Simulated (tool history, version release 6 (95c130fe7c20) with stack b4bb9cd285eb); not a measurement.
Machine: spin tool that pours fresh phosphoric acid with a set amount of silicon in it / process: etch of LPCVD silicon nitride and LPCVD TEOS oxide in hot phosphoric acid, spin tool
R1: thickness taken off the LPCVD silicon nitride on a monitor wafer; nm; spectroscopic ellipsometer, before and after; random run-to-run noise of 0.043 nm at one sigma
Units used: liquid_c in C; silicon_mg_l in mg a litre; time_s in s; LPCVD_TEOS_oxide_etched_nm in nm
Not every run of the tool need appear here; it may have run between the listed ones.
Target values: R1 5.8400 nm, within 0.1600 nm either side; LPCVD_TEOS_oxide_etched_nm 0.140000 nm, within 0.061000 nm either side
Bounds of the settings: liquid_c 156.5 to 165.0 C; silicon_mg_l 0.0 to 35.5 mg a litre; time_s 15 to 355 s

Run 1, hour 0.0: liquid_c 160.0 C, silicon_mg_l 15.5 mg a litre, time_s 180 s. Result: R1 16.9500 nm, LPCVD_TEOS_oxide_etched_nm 0.263460 nm.
Run 2, hour 7.8: liquid_c 160.0 C, silicon_mg_l 15.5 mg a litre, time_s 150 s. Result: R1 14.1030 nm, LPCVD_TEOS_oxide_etched_nm 0.253190 nm.
Run 3, hour 13.6: liquid_c 160.0 C, silicon_mg_l 19.5 mg a litre, time_s 150 s. Result: R1 14.0190 nm, LPCVD_TEOS_oxide_etched_nm 0.207750 nm.
Run 4, hour 19.6: liquid_c 158.5 C, silicon_mg_l 19.5 mg a litre, time_s 150 s. Result: R1 13.3790 nm, LPCVD_TEOS_oxide_etched_nm 0.194160 nm.
Run 5, hour 20.6: liquid_c 157.0 C, silicon_mg_l 19.5 mg a litre, time_s 150 s. Result: R1 12.5800 nm, LPCVD_TEOS_oxide_etched_nm 0.149710 nm.
Run 6, hour 21.7: liquid_c 157.0 C, silicon_mg_l 28.0 mg a litre, time_s 150 s. Result: R1 12.6510 nm, LPCVD_TEOS_oxide_etched_nm 0.120430 nm.
Run 7, hour 22.2: liquid_c 157.5 C, silicon_mg_l 18.0 mg a litre, time_s 60 s. Result: R1 5.1882 nm, LPCVD_TEOS_oxide_etched_nm 0.075964 nm.
Run 8, hour 29.2: liquid_c 158.5 C, silicon_mg_l 15.5 mg a litre, time_s 60 s. Result: R1 5.3754 nm, LPCVD_TEOS_oxide_etched_nm 0.089855 nm.
Run 9, hour 36.0: liquid_c 158.5 C, silicon_mg_l 15.5 mg a litre, time_s 60 s. Result: R1 5.3478 nm, LPCVD_TEOS_oxide_etched_nm 0.094379 nm.
Run 10, hour 36.8: liquid_c 159.0 C, silicon_mg_l 14.5 mg a litre, time_s 60 s. Result: R1 5.4474 nm, LPCVD_TEOS_oxide_etched_nm 0.084592 nm.
Run 11, hour 43.1: liquid_c 158.0 C, silicon_mg_l 4.5 mg a litre, time_s 80 s. Result: R1 7.0488 nm, LPCVD_TEOS_oxide_etched_nm 0.140420 nm.
Run 12, hour 44.0: liquid_c 159.0 C, silicon_mg_l 5.5 mg a litre, time_s 75 s. Result: R1 6.7859 nm, LPCVD_TEOS_oxide_etched_nm 0.123530 nm.
Run 13, hour 51.4: liquid_c 159.0 C, silicon_mg_l 5.0 mg a litre, time_s 70 s. Result: R1 6.3694 nm, LPCVD_TEOS_oxide_etched_nm 0.146240 nm.

Exercise: of the 5 proposed moves below, exactly one satisfies all targets within the stated allowed misses. Which move is it?
Run A, hour 58.8: liquid_c 161.0 C, silicon_mg_l 0.0 mg a litre, time_s 70 s. Result: R1 ?, LPCVD_TEOS_oxide_etched_nm ?.
Run B, hour 58.8: liquid_c 160.0 C, silicon_mg_l 0.0 mg a litre, time_s 80 s. Result: R1 ?, LPCVD_TEOS_oxide_etched_nm ?.
Run C, hour 58.8: liquid_c 161.0 C, silicon_mg_l 7.5 mg a litre, time_s 60 s. Result: R1 ?, LPCVD_TEOS_oxide_etched_nm ?.
Run D, hour 58.8: liquid_c 160.0 C, silicon_mg_l 0.0 mg a litre, time_s 70 s. Result: R1 ?, LPCVD_TEOS_oxide_etched_nm ?.
Run E, hour 58.8: liquid_c 160.5 C, silicon_mg_l 0.0 mg a litre, time_s 75 s. Result: R1 ?, LPCVD_TEOS_oxide_etched_nm ?.

move      R1  LPCVD_TEOS_oxide_etched_nm
   A  6.8966                    0.162320
   B  7.6221                    0.172290
   C  5.9113                    0.120160
   D  6.6693                    0.150750
   E  7.2665                    0.167610
A: the biggest miss grows against the last run
B: the biggest miss grows against the last run
C: in spec on every target
D: the biggest miss grows against the last run
E: the biggest miss grows against the last run
Go with C: it meets all targets.

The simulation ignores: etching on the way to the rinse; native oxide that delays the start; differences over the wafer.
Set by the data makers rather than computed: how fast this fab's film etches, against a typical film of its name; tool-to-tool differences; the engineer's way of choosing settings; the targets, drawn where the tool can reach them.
